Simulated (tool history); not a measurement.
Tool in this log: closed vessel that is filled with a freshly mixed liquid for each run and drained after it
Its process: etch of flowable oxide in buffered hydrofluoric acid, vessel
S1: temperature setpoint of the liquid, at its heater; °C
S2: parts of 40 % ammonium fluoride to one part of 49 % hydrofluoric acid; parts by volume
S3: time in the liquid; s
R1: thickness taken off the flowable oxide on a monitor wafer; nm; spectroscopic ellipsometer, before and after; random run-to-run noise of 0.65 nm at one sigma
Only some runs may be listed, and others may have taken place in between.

run	hour	S1	S2	S3	R1
1	0.0	24.0	8.5	35	107.36
2	2.8	24.0	8.5	35	108.52
3	4.7	26.0	8.0	35	128.51
4	6.6	27.5	7.5	35	148.96
5	8.6	27.5	6.5	35	172.16
6	17.2	27.5	8.0	35	139.66
7	18.4	28.5	7.5	35	157.34

Run 8 comes next. What will it give?
8	23.9	29.5	7.0	35	?

Run 8 gave R1 178.72 nm.
